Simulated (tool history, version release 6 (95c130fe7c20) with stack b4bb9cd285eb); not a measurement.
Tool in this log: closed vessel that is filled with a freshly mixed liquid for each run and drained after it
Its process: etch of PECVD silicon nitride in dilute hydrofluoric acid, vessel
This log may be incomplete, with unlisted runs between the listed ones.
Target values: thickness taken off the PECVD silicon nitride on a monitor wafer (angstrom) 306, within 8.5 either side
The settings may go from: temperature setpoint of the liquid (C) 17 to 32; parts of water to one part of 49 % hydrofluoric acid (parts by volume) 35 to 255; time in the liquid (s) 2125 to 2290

run  hour  temperature setpoint of the liquid (C)  parts of water to one part of 49 % hydrofluoric acid (parts by volume)  time in the liquid (s)  thickness taken off the PECVD silicon nitride on a monitor wafer (angstrom)
  1     0                                      24                                                                     145                    2125                                                                       227.58
  2   1.8                                      24                                                                     180                    2125                                                                       184.68
  3   9.5                                      27                                                                     180                    2125                                                                       224.92
  4  14.5                                    27.5                                                                     180                    2125                                                                       230.13
  5    17                                    27.5                                                                     180                    2290                                                                       247.84
  6  24.2                                      28                                                                     180                    2290                                                                       253.01
  7    31                                    28.5                                                                     180                    2290                                                                        261.6
  8  31.5                                      29                                                                     180                    2290                                                                       271.96

Next run, 4 choices. One meets every target within its allowed miss, the rest don't. Which?
  A    32                                      27                                                                     170                    2205                                                                            ?
  B    32                                    27.5                                                                     165                    2230                                                                            ?
  C    32                                      29                                                                     175                    2290                                                                            ?
  D    32                                      30                                                                     160                    2165                                                                            ?

move  thickness taken off the PECVD silicon nitride on a monitor wafer (angstrom)
   A                                                                       244.66
   B                                                                       263.08
   C                                                                       279.72
   D                                                                       307.89
A: moves away from the targets compared with the last run
B: moves away from the targets compared with the last run
C: closer than the last run, but not yet in spec
D: all results land within tolerance of their targets
So the answer is move D, the one that meets all the targets.
